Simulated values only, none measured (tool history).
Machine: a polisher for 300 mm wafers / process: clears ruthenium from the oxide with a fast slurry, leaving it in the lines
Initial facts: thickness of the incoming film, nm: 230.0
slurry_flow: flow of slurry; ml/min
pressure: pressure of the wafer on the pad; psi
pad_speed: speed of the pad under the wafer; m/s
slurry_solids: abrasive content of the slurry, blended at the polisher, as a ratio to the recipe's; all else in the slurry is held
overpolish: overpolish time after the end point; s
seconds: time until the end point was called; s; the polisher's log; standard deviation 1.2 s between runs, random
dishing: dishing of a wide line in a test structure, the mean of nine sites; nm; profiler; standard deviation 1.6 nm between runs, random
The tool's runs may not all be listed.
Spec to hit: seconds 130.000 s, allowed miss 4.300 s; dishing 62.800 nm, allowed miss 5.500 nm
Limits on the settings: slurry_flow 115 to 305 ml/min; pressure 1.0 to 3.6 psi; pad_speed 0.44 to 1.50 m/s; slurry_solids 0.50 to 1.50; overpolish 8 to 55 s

Run 1, hour 0.0: slurry_flow 195 ml/min, pressure 2.3 psi, pad_speed 0.96 m/s, slurry_solids 1.00, overpolish 28 s. Result: seconds 63.896 s, dishing 80.783 nm.
Run 2, hour 5.1: slurry_flow 190 ml/min, pressure 1.9 psi, pad_speed 0.92 m/s, slurry_solids 1.00, overpolish 31 s. Result: seconds 81.853 s, dishing 73.193 nm.
Run 3, hour 6.1: slurry_flow 185 ml/min, pressure 1.6 psi, pad_speed 0.92 m/s, slurry_solids 1.00, overpolish 33 s. Result: seconds 96.785 s, dishing 66.387 nm.
Run 4, hour 14.6: slurry_flow 185 ml/min, pressure 1.9 psi, pad_speed 0.92 m/s, slurry_solids 1.00, overpolish 33 s. Result: seconds 81.171 s, dishing 77.502 nm.
Run 5, hour 16.4: slurry_flow 185 ml/min, pressure 1.6 psi, pad_speed 0.92 m/s, slurry_solids 1.00, overpolish 35 s. Result: seconds 95.953 s, dishing 69.936 nm.
Run 6, hour 21.2: slurry_flow 180 ml/min, pressure 1.4 psi, pad_speed 0.92 m/s, slurry_solids 1.00, overpolish 37 s. Result: seconds 108.710 s, dishing 63.225 nm.
Run 7, hour 29.3: slurry_flow 180 ml/min, pressure 1.4 psi, pad_speed 0.92 m/s, slurry_solids 1.00, overpolish 37 s. Result: seconds 108.290 s, dishing 66.529 nm.
Run 8, hour 31.9: slurry_flow 175 ml/min, pressure 1.3 psi, pad_speed 0.92 m/s, slurry_solids 1.00, overpolish 38 s. Result: seconds 115.080 s, dishing 62.640 nm.
Run 9, hour 33.6: slurry_flow 165 ml/min, pressure 1.2 psi, pad_speed 0.92 m/s, slurry_solids 1.00, overpolish 40 s. Result: seconds 123.720 s, dishing 61.039 nm.

Pick the move, out of 5, that brings all results within their allowed miss; only one does.
Run A, hour 35.3: slurry_flow 160 ml/min, pressure 1.4 psi, pad_speed 0.86 m/s, slurry_solids 1.05, overpolish 31 s. Result: seconds ?, dishing ?.
Run B, hour 35.3: slurry_flow 150 ml/min, pressure 1.0 psi, pad_speed 0.98 m/s, slurry_solids 0.95, overpolish 39 s. Result: seconds ?, dishing ?.
Run C, hour 35.3: slurry_flow 240 ml/min, pressure 1.4 psi, pad_speed 1.02 m/s, slurry_solids 0.75, overpolish 44 s. Result: seconds ?, dishing ?.
Run D, hour 35.3: slurry_flow 170 ml/min, pressure 1.4 psi, pad_speed 0.74 m/s, slurry_solids 1.05, overpolish 42 s. Result: seconds ?, dishing ?.
Run E, hour 35.3: slurry_flow 185 ml/min, pressure 1.4 psi, pad_speed 0.92 m/s, slurry_solids 0.85, overpolish 38 s. Result: seconds ?, dishing ?.

move  seconds  dishing
   A  115.610   54.582
   B  146.760   54.146
   C  117.550   73.093
   D  132.820   63.165
   E  121.540   62.538
A: further off than the last run
B: moves the result that the last run missed by most past its target, out the other side
C: further off than the last run
D: hits every target within its allowed miss
E: further off than the last run
Move D is the one to make.

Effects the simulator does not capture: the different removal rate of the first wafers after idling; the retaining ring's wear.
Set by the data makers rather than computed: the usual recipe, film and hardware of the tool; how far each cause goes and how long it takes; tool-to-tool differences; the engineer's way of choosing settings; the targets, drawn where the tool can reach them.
